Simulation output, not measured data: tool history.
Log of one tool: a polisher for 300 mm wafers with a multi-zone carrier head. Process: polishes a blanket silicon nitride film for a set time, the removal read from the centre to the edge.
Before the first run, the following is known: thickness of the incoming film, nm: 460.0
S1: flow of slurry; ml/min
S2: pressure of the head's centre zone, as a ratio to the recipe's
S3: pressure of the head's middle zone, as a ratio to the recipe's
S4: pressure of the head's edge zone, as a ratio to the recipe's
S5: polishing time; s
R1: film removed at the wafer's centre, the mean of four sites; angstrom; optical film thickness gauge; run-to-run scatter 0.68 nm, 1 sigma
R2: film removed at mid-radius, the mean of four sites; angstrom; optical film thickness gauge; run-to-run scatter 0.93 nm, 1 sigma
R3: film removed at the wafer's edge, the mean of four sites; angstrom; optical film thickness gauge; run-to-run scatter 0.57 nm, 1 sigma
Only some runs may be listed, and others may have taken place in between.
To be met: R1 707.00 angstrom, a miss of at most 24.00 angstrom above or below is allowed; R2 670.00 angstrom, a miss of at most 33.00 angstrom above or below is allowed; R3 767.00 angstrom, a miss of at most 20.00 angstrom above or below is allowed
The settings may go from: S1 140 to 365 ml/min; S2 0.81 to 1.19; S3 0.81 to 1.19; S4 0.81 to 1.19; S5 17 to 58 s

| run | hour | S1 | S2 | S3 | S4 | S5 | R1 | R2 | R3 |
|---|---|---|---|---|---|---|---|---|---|
| 1 | 0.0 | 235 | 1.00 | 1.00 | 1.00 | 37 | 907.63 | 857.94 | 883.24 |
| 2 | 3.5 | 225 | 0.97 | 0.96 | 0.98 | 36 | 833.73 | 846.87 | 857.01 |
| 3 | 4.7 | 225 | 0.97 | 0.94 | 1.00 | 35 | 809.71 | 803.50 | 838.87 |
| 4 | 13.7 | 225 | 0.97 | 0.94 | 1.00 | 43 | 992.16 | 981.21 | 1032.30 |
| 5 | 16.1 | 225 | 0.97 | 0.94 | 1.04 | 43 | 1021.80 | 973.39 | 1052.30 |
| 6 | 22.6 | 225 | 0.97 | 0.89 | 1.04 | 43 | 988.98 | 950.19 | 1053.50 |
| 7 | 26.9 | 220 | 0.97 | 0.88 | 1.04 | 40 | 928.17 | 895.27 | 971.02 |
| 8 | 30.8 | 230 | 0.96 | 0.87 | 1.07 | 37 | 848.53 | 819.07 | 928.71 |
| 9 | 36.7 | 190 | 0.93 | 0.81 | 0.98 | 31 | 682.02 | 628.52 | 723.51 |
| 10 | 43.1 | 200 | 0.93 | 0.81 | 0.99 | 31 | 682.80 | 635.07 | 732.78 |
| 11 | 47.2 | 210 | 0.93 | 0.81 | 1.00 | 31 | 690.84 | 644.25 | 738.76 |

Which one of the following 5 next-run settings gets every result inside its allowed miss? There is exactly one.
| A | 51.3 | 140 | 1.01 | 0.81 | 1.15 | 30 | ? | ? | ? |
| B | 51.3 | 205 | 0.99 | 0.81 | 1.00 | 32 | ? | ? | ? |
| C | 51.3 | 250 | 0.93 | 0.82 | 1.03 | 31 | ? | ? | ? |
| D | 51.3 | 140 | 1.13 | 0.81 | 1.10 | 30 | ? | ? | ? |
| E | 51.3 | 160 | 0.98 | 0.82 | 1.00 | 33 | ? | ? | ? |

| move | R1 | R2 | R3 |
|---|---|---|---|
| A | 688.95 | 612.15 | 743.29 |
| B | 748.97 | 676.54 | 758.83 |
| C | 694.23 | 671.01 | 755.28 |
| D | 771.43 | 611.81 | 726.58 |
| E | 745.60 | 686.44 | 769.47 |
A: moves away from the targets compared with the last run
B: meets the target for the result that was furthest off, but another lies outside its allowed miss
C: every result lands within tolerance
D: moves away from the targets compared with the last run
E: meets the target for the result that was furthest off, but another lies outside its allowed miss
C meets every target.

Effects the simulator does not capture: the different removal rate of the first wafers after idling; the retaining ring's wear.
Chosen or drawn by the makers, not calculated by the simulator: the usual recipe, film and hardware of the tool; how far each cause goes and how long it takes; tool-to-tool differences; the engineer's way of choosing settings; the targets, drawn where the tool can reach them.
